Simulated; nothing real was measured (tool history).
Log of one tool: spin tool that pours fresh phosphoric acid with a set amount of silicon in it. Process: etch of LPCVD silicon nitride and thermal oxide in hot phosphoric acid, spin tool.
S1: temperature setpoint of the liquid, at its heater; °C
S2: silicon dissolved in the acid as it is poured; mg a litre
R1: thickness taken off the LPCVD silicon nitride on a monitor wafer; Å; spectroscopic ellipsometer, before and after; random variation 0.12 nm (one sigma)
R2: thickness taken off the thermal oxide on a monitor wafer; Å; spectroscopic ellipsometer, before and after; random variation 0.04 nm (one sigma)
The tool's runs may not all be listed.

Run 1, day 0: S1 159 °C, S2 9 mg a litre, time under the liquid (s) 180. Result: R1 118.32 Å, R2 3.0947 Å.
Run 2, day 0.154: S1 159.5 °C, S2 11.5 mg a litre, time under the liquid (s) 195. Result: R1 129.75 Å, R2 2.8724 Å.
Run 3, day 0.517: S1 159.5 °C, S2 8.5 mg a litre, time under the liquid (s) 195. Result: R1 129.3 Å, R2 3.2986 Å.
Run 4, day 0.85: S1 159.5 °C, S2 8.5 mg a litre, time under the liquid (s) 240. Result: R1 160.04 Å, R2 3.8079 Å.
Run 5, day 0.929: S1 159.5 °C, S2 5 mg a litre, time under the liquid (s) 240. Result: R1 159.26 Å, R2 5.0727 Å.
Run 6, day 1.283: S1 159.5 °C, S2 5 mg a litre, time under the liquid (s) 295. Result: R1 199.25 Å, R2 6.1879 Å.

The next listed run, before its measurement:
Run 7, day 1.333: S1 159 °C, S2 6.5 mg a litre, time under the liquid (s) 295. Result: R1 ?, R2 ?.

R1: 194.07 Å
R2: 5.591 Å

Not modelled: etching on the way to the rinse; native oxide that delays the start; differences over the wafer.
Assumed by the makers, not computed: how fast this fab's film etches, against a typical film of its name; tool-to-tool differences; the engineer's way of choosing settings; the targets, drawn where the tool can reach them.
